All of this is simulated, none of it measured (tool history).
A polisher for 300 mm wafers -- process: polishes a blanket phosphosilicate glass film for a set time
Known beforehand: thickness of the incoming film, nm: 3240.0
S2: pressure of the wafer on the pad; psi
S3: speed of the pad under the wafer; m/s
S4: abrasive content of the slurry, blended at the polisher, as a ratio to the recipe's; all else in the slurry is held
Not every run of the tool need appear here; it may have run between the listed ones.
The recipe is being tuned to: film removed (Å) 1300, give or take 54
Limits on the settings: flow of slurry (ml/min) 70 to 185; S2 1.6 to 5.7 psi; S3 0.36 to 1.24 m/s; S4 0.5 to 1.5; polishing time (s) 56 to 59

{"run": 1, "hour": 0.0, "flow of slurry (ml/min)": 120, "S2": 3.6, "S3": 0.8, "S4": 1, "polishing time (s)": 56, "film removed (Å)": 3032.7}
{"run": 2, "hour": 0.5, "flow of slurry (ml/min)": 115, "S2": 3, "S3": 0.72, "S4": 1, "polishing time (s)": 56, "film removed (Å)": 2469.1}
{"run": 3, "hour": 4.5, "flow of slurry (ml/min)": 105, "S2": 3, "S3": 0.72, "S4": 1, "polishing time (s)": 56, "film removed (Å)": 2387.3}
{"run": 4, "hour": 7.4, "flow of slurry (ml/min)": 125, "S2": 3, "S3": 0.72, "S4": 1, "polishing time (s)": 56, "film removed (Å)": 2520.4}
{"run": 5, "hour": 15.7, "flow of slurry (ml/min)": 125, "S2": 3.4, "S3": 0.72, "S4": 1, "polishing time (s)": 56, "film removed (Å)": 2725.1}
{"run": 6, "hour": 21.3, "flow of slurry (ml/min)": 125, "S2": 3.4, "S3": 0.82, "S4": 1, "polishing time (s)": 56, "film removed (Å)": 2961.4}
{"run": 7, "hour": 29.6, "flow of slurry (ml/min)": 120, "S2": 2.8, "S3": 0.68, "S4": 0.95, "polishing time (s)": 56, "film removed (Å)": 2203.4}
{"run": 8, "hour": 32.5, "flow of slurry (ml/min)": 115, "S2": 2.4, "S3": 0.6, "S4": 0.95, "polishing time (s)": 56, "film removed (Å)": 1742.8}
{"hour": 39.1, "done": "conditioning disc replaced and pad reconditioned"}
{"run": 9, "hour": 39.1, "flow of slurry (ml/min)": 115, "S2": 2.4, "S3": 0.6, "S4": 0.95, "polishing time (s)": 56, "film removed (Å)": 2222.1}

Next run, 4 choices. One meets every target within its allowed miss, the rest don't. Which?
{"run": "A", "hour": 45.7, "flow of slurry (ml/min)": 110, "S2": 1.6, "S3": 0.56, "S4": 0.85, "polishing time (s)": 56, "film removed (Å)": "?"}
{"run": "B", "hour": 45.7, "flow of slurry (ml/min)": 115, "S2": 3.1, "S3": 0.74, "S4": 1.1, "polishing time (s)": 59, "film removed (Å)": "?"}
{"run": "C", "hour": 45.7, "flow of slurry (ml/min)": 95, "S2": 3.1, "S3": 0.5, "S4": 0.6, "polishing time (s)": 56, "film removed (Å)": "?"}
{"run": "D", "hour": 45.7, "flow of slurry (ml/min)": 130, "S2": 1.9, "S3": 0.64, "S4": 0.75, "polishing time (s)": 59, "film removed (Å)": "?"}

move=A film_removed_(Å)=1292.9
move=B film_removed_(Å)=3880.2
move=C film_removed_(Å)=1442.4
move=D film_removed_(Å)=1638.5
A: all results land within tolerance of their targets
B: its largest miss is bigger than the last run's
C: gains on the last run, yet a result remains outside its allowed miss
D: gains on the last run, yet a result remains outside its allowed miss
The move that meets every target is A.
